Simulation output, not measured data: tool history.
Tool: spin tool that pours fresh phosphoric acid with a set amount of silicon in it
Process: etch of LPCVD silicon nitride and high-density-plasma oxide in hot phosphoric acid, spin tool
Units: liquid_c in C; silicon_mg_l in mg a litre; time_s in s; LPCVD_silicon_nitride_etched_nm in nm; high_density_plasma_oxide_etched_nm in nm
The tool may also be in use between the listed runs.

run,hour,liquid_c,silicon_mg_l,time_s,LPCVD_silicon_nitride_etched_nm,high_density_plasma_oxide_etched_nm
1,0,161,9.5,170,14.899,0.36562
2,1.5,159,9.5,170,13.953,0.30687
3,4.4,159,13.5,170,13.905,0.30816
4,12.2,157,13.5,170,12.78,0.2624
5,14,158,9,150,11.835,0.27545
6,15.4,158,9,200,15.746,0.35339
7,17.6,158,6,170,13.49,0.33304
8,24.3,158,4,150,11.849,0.30179
9,27.3,158,2.5,140,11.045,0.27346
10,29.2,158,1.5,135,10.654,0.25567

Run 11 comes next. What will it give?
11,32,158,1,130,?,?

LPCVD_silicon_nitride_etched_nm: 10.205 nm
high_density_plasma_oxide_etched_nm: 0.26973 nm

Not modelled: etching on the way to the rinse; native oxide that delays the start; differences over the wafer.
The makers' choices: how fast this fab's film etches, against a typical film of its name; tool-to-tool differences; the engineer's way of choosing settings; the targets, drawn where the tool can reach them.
